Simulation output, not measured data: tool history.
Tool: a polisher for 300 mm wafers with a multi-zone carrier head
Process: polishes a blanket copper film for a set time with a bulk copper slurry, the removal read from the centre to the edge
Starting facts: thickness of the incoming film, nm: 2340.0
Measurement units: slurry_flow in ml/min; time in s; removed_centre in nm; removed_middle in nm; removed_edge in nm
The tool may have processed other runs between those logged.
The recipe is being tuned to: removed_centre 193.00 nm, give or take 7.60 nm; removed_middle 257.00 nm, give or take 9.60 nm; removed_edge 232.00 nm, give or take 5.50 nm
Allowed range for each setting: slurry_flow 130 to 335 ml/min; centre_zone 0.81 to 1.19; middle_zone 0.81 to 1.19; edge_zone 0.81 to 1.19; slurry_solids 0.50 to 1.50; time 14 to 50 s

run,day,slurry_flow,centre_zone,middle_zone,edge_zone,slurry_solids,time,removed_centre,removed_middle,removed_edge
1,0.000,215,1.00,1.00,1.00,1.00,32,351.21,359.92,347.86
2,0.300,200,0.94,1.02,0.98,0.85,30,299.02,321.60,306.38
3,0.392,185,0.90,1.06,1.01,0.75,28,259.60,299.72,280.45
4,0.650,185,0.90,1.06,0.98,0.75,28,254.43,301.62,278.29
5,0.712,185,0.90,1.06,1.02,0.75,28,251.51,298.06,280.39
6,0.929,235,0.90,1.06,1.02,0.75,28,263.14,314.90,287.32
7,1.304,220,0.87,1.07,1.02,0.65,27,236.58,291.56,269.21
8,1.412,210,0.85,1.08,1.01,0.60,26,219.18,277.43,255.84
9,1.629,210,0.85,1.08,1.01,0.60,26,218.11,273.01,257.52
10,1.946,200,0.84,1.10,0.98,0.55,26,207.80,272.91,242.79
11,2.021,190,0.83,1.10,0.97,0.55,26,206.65,268.56,243.18
12,2.054,180,0.82,1.10,0.96,0.55,26,198.42,271.99,240.88

Of the 5 settings listed for the next run, only one would bring every result within its allowed miss of target. Which one?
A,2.088,160,0.87,1.15,0.96,0.50,25,?,?,?
B,2.088,160,0.82,1.09,0.96,0.60,25,?,?,?
C,2.088,205,0.84,1.12,0.88,0.60,26,?,?,?
D,2.088,135,0.81,1.17,1.03,0.60,27,?,?,?
E,2.088,140,0.88,1.05,0.99,0.55,27,?,?,?

move,removed_centre,removed_middle,removed_edge
A,191.87,261.29,223.23
B,186.48,257.63,230.59
C,209.06,286.92,238.73
D,190.25,284.11,249.50
E,205.69,257.31,243.36
A: pushes the last run's worst result past its target
B: each result inside its tolerance
C: misses by more than the last run did
D: misses by more than the last run did
E: misses by more than the last run did
The move that meets every target is B.
